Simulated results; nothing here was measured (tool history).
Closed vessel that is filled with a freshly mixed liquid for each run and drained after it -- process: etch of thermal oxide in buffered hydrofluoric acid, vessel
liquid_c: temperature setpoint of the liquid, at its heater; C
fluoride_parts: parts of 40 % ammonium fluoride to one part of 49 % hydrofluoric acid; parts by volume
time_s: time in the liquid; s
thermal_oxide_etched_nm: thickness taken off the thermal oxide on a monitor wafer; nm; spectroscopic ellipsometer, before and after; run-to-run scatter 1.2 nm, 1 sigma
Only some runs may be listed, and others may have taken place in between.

run 1 hour=0.0 | liquid_c=21.0 fluoride_parts=12.0 time_s=105 | thermal_oxide_etched_nm=78.915
run 2 hour=1.5 | liquid_c=23.5 fluoride_parts=11.5 time_s=105 | thermal_oxide_etched_nm=93.041
run 3 hour=7.5 | liquid_c=25.0 fluoride_parts=11.0 time_s=105 | thermal_oxide_etched_nm=107.700
run 4 hour=15.2 | liquid_c=26.5 fluoride_parts=11.0 time_s=105 | thermal_oxide_etched_nm=113.670
run 5 hour=21.3 | liquid_c=26.5 fluoride_parts=11.0 time_s=110 | thermal_oxide_etched_nm=121.640
run 6 hour=30.3 | liquid_c=27.5 fluoride_parts=11.0 time_s=110 | thermal_oxide_etched_nm=127.400
run 7 hour=36.5 | liquid_c=28.0 fluoride_parts=11.0 time_s=110 | thermal_oxide_etched_nm=132.610

Forecast run 8:
run 8 hour=38.6 | liquid_c=28.5 fluoride_parts=11.0 time_s=110 | thermal_oxide_etched_nm=?

{"run 8": {"thermal_oxide_etched_nm": 135.35}}
